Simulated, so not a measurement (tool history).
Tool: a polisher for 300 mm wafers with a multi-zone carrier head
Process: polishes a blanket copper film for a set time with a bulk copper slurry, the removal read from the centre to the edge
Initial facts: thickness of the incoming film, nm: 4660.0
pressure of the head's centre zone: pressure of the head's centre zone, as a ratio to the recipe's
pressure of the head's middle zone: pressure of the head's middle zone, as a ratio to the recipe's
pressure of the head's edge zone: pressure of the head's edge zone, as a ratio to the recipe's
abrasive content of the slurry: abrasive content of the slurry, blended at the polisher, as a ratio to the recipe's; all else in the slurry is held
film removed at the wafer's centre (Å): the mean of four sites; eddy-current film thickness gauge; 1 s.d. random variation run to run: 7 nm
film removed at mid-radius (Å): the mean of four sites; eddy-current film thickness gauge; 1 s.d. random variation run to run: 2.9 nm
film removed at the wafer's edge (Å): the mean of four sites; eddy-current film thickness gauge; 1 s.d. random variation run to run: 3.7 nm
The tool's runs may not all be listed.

run	hour	flow of slurry (ml/min)	pressure of the head's centre zone	pressure of the head's middle zone	pressure of the head's edge zone	abrasive content of the slurry	polishing time (s)	film removed at the wafer's centre (Å)	film removed at mid-radius (Å)	film removed at the wafer's edge (Å)
1	0.0	145	1.00	1.00	1.00	1.00	31	2865.2	2853.9	2854.0
2	5.2	145	1.00	1.00	1.00	0.85	31	2688.9	2739.9	2769.0
3	10.9	145	1.00	1.00	1.00	0.85	36	3315.8	3215.7	3200.9
4	18.0	160	1.04	1.01	1.05	0.95	36	3530.3	3336.5	3393.3
5	18.6	160	1.04	1.01	1.05	1.15	36	3686.3	3410.1	3605.4
6	21.1	170	1.08	1.03	1.05	1.25	36	3882.0	3616.5	3610.4
7	23.5	180	1.11	1.02	1.06	1.30	36	3982.9	3601.2	3633.6
8	24.6	185	1.13	1.01	1.06	1.35	37	4348.5	3726.9	3822.4
9	29.4	190	1.15	1.01	1.07	1.40	37	4462.3	3748.7	3878.2
10	35.1	195	1.16	1.02	1.08	1.45	37	4352.3	3834.5	3906.5
# hour 36.7: worn pad replaced by a new one
11	36.7	195	1.16	1.02	1.08	1.45	37	4952.0	4159.6	4296.3
12	41.0	190	1.17	1.02	1.07	1.45	37	4897.6	4127.0	4262.3

Expected results for the next run?
13	43.6	195	1.17	1.01	1.06	1.45	37	?	?	?

Run 13 yielded film removed at the wafer's centre (Å) 4853.6, film removed at mid-radius (Å) 4124.9, film removed at the wafer's edge (Å) 4181.6.
